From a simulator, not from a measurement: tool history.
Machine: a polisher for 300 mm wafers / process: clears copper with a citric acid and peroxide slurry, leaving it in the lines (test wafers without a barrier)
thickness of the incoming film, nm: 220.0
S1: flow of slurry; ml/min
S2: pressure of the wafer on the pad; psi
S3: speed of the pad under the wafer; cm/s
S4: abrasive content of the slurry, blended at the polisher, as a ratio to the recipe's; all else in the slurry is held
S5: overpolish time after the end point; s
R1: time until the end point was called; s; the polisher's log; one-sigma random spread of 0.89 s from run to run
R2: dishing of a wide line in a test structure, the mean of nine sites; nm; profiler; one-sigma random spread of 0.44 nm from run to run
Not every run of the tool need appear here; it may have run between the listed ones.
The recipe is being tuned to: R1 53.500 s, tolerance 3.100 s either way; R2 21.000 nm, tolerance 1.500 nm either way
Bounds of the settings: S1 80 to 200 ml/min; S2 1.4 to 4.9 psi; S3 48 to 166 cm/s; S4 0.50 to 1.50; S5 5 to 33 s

| run | day | S1 | S2 | S3 | S4 | S5 | R1 | R2 |
|---|---|---|---|---|---|---|---|---|
| 1 | 0.000 | 130 | 3.1 | 106 | 1.00 | 17 | 94.108 | 29.701 |
| 2 | 0.321 | 100 | 3.1 | 106 | 1.00 | 17 | 95.383 | 25.988 |
| 3 | 0.367 | 95 | 3.3 | 108 | 1.00 | 15 | 95.946 | 25.654 |
| 4 | 0.738 | 95 | 3.3 | 108 | 1.00 | 12 | 92.487 | 20.799 |
| 5 | 0.858 | 95 | 3.3 | 120 | 1.00 | 12 | 85.144 | 23.359 |
| 6 | 0.917 | 95 | 3.3 | 120 | 0.90 | 12 | 84.220 | 21.810 |
| 7 | 1.142 | 100 | 3.5 | 122 | 0.85 | 11 | 78.523 | 22.113 |
| 8 | 1.221 | 105 | 3.7 | 124 | 0.80 | 10 | 77.069 | 21.981 |
| 9 | 1.400 | 100 | 3.8 | 128 | 0.75 | 9 | 71.974 | 19.412 |
| 10 | 1.667 | 105 | 4.0 | 128 | 0.75 | 8 | 70.584 | 18.367 |
| 11 | 1.900 | 105 | 4.1 | 130 | 0.75 | 8 | 66.612 | 20.237 |
| 12 | 1.938 | 105 | 4.2 | 130 | 0.75 | 8 | 65.413 | 19.612 |
| 13 | 2.200 | 120 | 4.9 | 130 | 0.75 | 6 | 54.980 | 17.149 |
| 14 | 2.475 | 120 | 4.8 | 132 | 0.75 | 6 | 56.889 | 17.552 |
| 15 | 2.767 | 120 | 4.8 | 134 | 0.75 | 6 | 55.858 | 17.642 |
| 16 | 3.096 | 120 | 4.8 | 136 | 0.75 | 6 | 54.312 | 17.591 |
|  | 3.292 | worn pad replaced by a new one |
| 17 | 3.292 | 120 | 4.9 | 136 | 0.75 | 10 | 50.382 | 32.082 |
| 18 | 3.454 | 120 | 4.9 | 136 | 0.80 | 10 | 51.266 | 31.180 |
| 19 | 3.588 | 125 | 4.9 | 136 | 0.80 | 10 | 48.392 | 33.190 |
| 20 | 3.729 | 130 | 4.9 | 134 | 0.80 | 10 | 49.117 | 31.808 |
| 21 | 3.788 | 135 | 4.9 | 132 | 0.80 | 10 | 49.603 | 30.950 |
| 22 | 3.908 | 135 | 4.9 | 130 | 0.80 | 10 | 50.117 | 31.591 |
| 23 | 4.125 | 130 | 4.9 | 128 | 0.80 | 8 | 51.609 | 24.047 |

Consider the 5 candidate settings below. Which is the only one whose results all fall within their allowed miss of target?
| A | 4.342 | 170 | 4.3 | 126 | 1.00 | 6 | ? | ? |
| B | 4.342 | 135 | 4.9 | 126 | 0.60 | 7 | ? | ? |
| C | 4.342 | 90 | 4.8 | 136 | 0.75 | 8 | ? | ? |
| D | 4.342 | 135 | 4.9 | 136 | 0.85 | 7 | ? | ? |
| E | 4.342 | 120 | 4.9 | 136 | 0.85 | 8 | ? | ? |

| move | R1 | R2 |
|---|---|---|
| A | 54.403 | 18.195 |
| B | 55.287 | 20.758 |
| C | 54.238 | 23.932 |
| D | 48.282 | 23.560 |
| E | 49.271 | 26.167 |
A: pushes the last run's worst result past its target
B: hits every target within its allowed miss
C: about as far from the targets as the last run
D: closes in on the targets versus the last run, not all within tolerance yet
E: the biggest miss grows against the last run
So the answer is move B, the one that meets all the targets.

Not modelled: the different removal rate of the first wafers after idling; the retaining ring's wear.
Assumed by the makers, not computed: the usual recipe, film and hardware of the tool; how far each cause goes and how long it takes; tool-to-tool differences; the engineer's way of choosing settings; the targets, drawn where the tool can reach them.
